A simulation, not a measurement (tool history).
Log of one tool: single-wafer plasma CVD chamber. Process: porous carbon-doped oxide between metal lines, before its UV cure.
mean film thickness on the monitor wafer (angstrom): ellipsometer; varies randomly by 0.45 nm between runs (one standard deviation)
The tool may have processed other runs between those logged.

| run | day | heater temperature setpoint (deg C) | RF power (W) | deposition time (s) | mean film thickness on the monitor wafer (angstrom) |
|---|---|---|---|---|---|
| 1 | 0 | 300 | 630 | 21.1 | 1377.1 |
| 2 | 0.25 | 304 | 630 | 21.1 | 1355.6 |
| 3 | 0.275 | 308 | 625 | 21.1 | 1329.9 |
| 4 | 0.488 | 311 | 620 | 21.1 | 1294.9 |
| 5 | 0.742 | 318 | 620 | 21.1 | 1255.8 |
| 6 | 1.058 | 318 | 620 | 21.7 | 1288 |
| 7 | 1.321 | 319 | 615 | 21.7 | 1282.2 |
| 8 | 1.596 | 320 | 610 | 21.7 | 1263.3 |
| 9 | 1.938 | 321 | 610 | 21.7 | 1254 |

Estimate the outcome of run 10 from the log above:
| 10 | 2.1 | 322 | 610 | 21.7 | ? |

Logged for run 10: mean film thickness on the monitor wafer (angstrom) 1260.9.

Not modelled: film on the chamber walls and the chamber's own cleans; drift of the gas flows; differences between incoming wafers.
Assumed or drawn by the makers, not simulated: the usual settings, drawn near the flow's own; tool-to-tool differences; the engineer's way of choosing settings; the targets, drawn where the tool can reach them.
